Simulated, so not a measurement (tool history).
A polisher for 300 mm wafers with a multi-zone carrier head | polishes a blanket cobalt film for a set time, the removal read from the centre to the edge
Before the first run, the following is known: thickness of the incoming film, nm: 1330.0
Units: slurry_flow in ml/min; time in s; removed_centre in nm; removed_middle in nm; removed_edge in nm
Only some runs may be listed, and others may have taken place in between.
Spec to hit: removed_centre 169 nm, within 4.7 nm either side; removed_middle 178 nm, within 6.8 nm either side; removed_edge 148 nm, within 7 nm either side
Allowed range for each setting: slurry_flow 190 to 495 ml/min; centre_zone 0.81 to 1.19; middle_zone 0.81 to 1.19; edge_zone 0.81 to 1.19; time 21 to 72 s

| run | hour | slurry_flow | centre_zone | middle_zone | edge_zone | time | removed_centre | removed_middle | removed_edge |
|---|---|---|---|---|---|---|---|---|---|
| 1 | 0 | 320 | 1 | 1 | 1 | 46 | 258.97 | 263.08 | 266.33 |
| 2 | 8.9 | 325 | 1.01 | 1.02 | 0.97 | 42 | 233.54 | 248.49 | 232.02 |
| 3 | 17.8 | 265 | 1.01 | 1.02 | 0.97 | 42 | 231.44 | 240.25 | 232.8 |
| 4 | 22.3 | 300 | 1.01 | 1.02 | 0.97 | 42 | 234.29 | 243.39 | 232.04 |
| 5 | 30.2 | 310 | 1.01 | 1.02 | 0.95 | 39 | 219.79 | 227.16 | 210.47 |
| 6 | 36.4 | 310 | 1.01 | 1.07 | 0.95 | 39 | 219.57 | 235.8 | 215.93 |
| 7 | 42.5 | 320 | 1 | 1.05 | 0.93 | 37 | 206.95 | 221.8 | 201.96 |
| 8 | 50.1 | 330 | 1 | 1.05 | 0.91 | 35 | 194.41 | 210.7 | 190.13 |
| 9 | 51.8 | 325 | 1.09 | 1.09 | 0.81 | 25 | 151.31 | 155.12 | 126.65 |
| 10 | 57.8 | 330 | 1.09 | 1.1 | 0.83 | 25 | 151.43 | 153.27 | 130.46 |
| 11 | 59.3 | 330 | 1.09 | 1.11 | 0.83 | 26 | 155.68 | 163.84 | 137.5 |
| 12 | 68.1 | 335 | 1.1 | 1.12 | 0.83 | 26 | 160.24 | 162.92 | 136.4 |
| 13 | 76.5 | 345 | 1.1 | 1.13 | 0.83 | 26 | 158.15 | 168.28 | 135.91 |
| 14 | 81.1 | 370 | 1.13 | 1.14 | 0.93 | 28 | 176.07 | 179.64 | 151.35 |
| 15 | 84.5 | 370 | 1.12 | 1.14 | 0.92 | 28 | 177.25 | 179.2 | 152.94 |
| 16 | 87 | 365 | 1.12 | 1.14 | 0.91 | 28 | 174.36 | 179.35 | 152.31 |
| 17 | 91.5 | 365 | 1.12 | 1.14 | 0.9 | 28 | 176.22 | 179.36 | 151.43 |
| 18 | 100 | 360 | 1.12 | 1.14 | 0.89 | 28 | 177.19 | 179.19 | 152.01 |
| 19 | 102.9 | 360 | 1.11 | 1.14 | 0.88 | 28 | 176.82 | 176.82 | 150.09 |

Which of these 4 next moves meets every target?
| A | 105.8 | 280 | 1.07 | 1.11 | 0.84 | 29 | ? | ? | ? |
| B | 105.8 | 340 | 1.05 | 1.16 | 0.88 | 31 | ? | ? | ? |
| C | 105.8 | 410 | 1.1 | 1.17 | 1.03 | 29 | ? | ? | ? |
| D | 105.8 | 360 | 1.05 | 1.17 | 0.95 | 30 | ? | ? | ? |

| move | removed_centre | removed_middle | removed_edge |
|---|---|---|---|
| A | 173.68 | 178.03 | 150.67 |
| B | 185.21 | 199.68 | 166.11 |
| C | 183.58 | 190.23 | 168.9 |
| D | 180 | 195.26 | 167.01 |
A: each result inside its tolerance
B: misses by more than the last run did
C: misses by more than the last run did
D: misses by more than the last run did
A is the move that brings every result within its allowed miss.
